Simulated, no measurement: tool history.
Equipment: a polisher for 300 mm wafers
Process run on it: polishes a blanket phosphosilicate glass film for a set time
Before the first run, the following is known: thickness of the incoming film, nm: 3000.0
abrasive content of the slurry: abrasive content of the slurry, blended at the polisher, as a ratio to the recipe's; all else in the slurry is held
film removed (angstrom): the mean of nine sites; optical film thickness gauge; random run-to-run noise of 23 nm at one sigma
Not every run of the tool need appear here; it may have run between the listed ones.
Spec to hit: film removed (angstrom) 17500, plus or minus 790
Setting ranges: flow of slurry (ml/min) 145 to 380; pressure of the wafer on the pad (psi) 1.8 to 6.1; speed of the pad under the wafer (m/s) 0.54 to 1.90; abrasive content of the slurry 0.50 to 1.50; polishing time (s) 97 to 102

| run | hour | flow of slurry (ml/min) | pressure of the wafer on the pad (psi) | speed of the pad under the wafer (m/s) | abrasive content of the slurry | polishing time (s) | film removed (angstrom) |
|---|---|---|---|---|---|---|---|
| 1 | 0.0 | 245 | 3.9 | 1.22 | 1.00 | 97 | 11872 |
| 2 | 7.1 | 245 | 4.1 | 1.22 | 1.00 | 97 | 12583 |
| 3 | 9.3 | 245 | 4.1 | 1.22 | 1.00 | 102 | 13472 |
| 4 | 14.6 | 245 | 4.2 | 1.22 | 1.00 | 102 | 13494 |
| 5 | 22.4 | 245 | 4.2 | 1.22 | 1.00 | 97 | 12928 |
| 6 | 24.0 | 245 | 4.4 | 1.22 | 1.00 | 97 | 13346 |
| 7 | 26.0 | 245 | 4.6 | 1.22 | 1.00 | 97 | 14133 |
| 8 | 29.6 | 245 | 4.7 | 1.22 | 1.00 | 97 | 14641 |
| 9 | 33.9 | 245 | 4.8 | 1.22 | 1.00 | 97 | 14638 |
| 10 | 36.4 | 245 | 4.8 | 1.22 | 1.00 | 97 | 14753 |
| 11 | 42.0 | 245 | 4.9 | 1.22 | 1.00 | 97 | 14818 |
| 12 | 46.5 | 245 | 5.0 | 1.22 | 1.00 | 97 | 15261 |
| 13 | 47.8 | 245 | 5.1 | 1.22 | 1.00 | 97 | 15825 |
| 14 | 49.0 | 245 | 5.2 | 1.22 | 1.00 | 97 | 15719 |
| 15 | 53.1 | 245 | 5.3 | 1.22 | 1.00 | 97 | 15638 |
| 16 | 57.4 | 245 | 5.4 | 1.22 | 1.00 | 97 | 16203 |
| 17 | 60.8 | 245 | 5.5 | 1.22 | 1.00 | 97 | 16531 |

Which one of the following 4 next-run settings gets every result inside its allowed miss? There is exactly one.
| A | 64.2 | 225 | 5.2 | 1.42 | 1.10 | 102 | ? |
| B | 64.2 | 335 | 5.9 | 1.44 | 0.85 | 97 | ? |
| C | 64.2 | 250 | 6.1 | 1.30 | 0.85 | 102 | ? |
| D | 64.2 | 265 | 5.6 | 1.26 | 0.95 | 98 | ? |

| move | film removed (angstrom) |
|---|---|
| A | 18836 |
| B | 19573 |
| C | 19207 |
| D | 17355 |
A: takes the biggest miss from the last run beyond its target
B: takes the biggest miss from the last run beyond its target
C: takes the biggest miss from the last run beyond its target
D: meets every target
D is the move that brings every result within its allowed miss.

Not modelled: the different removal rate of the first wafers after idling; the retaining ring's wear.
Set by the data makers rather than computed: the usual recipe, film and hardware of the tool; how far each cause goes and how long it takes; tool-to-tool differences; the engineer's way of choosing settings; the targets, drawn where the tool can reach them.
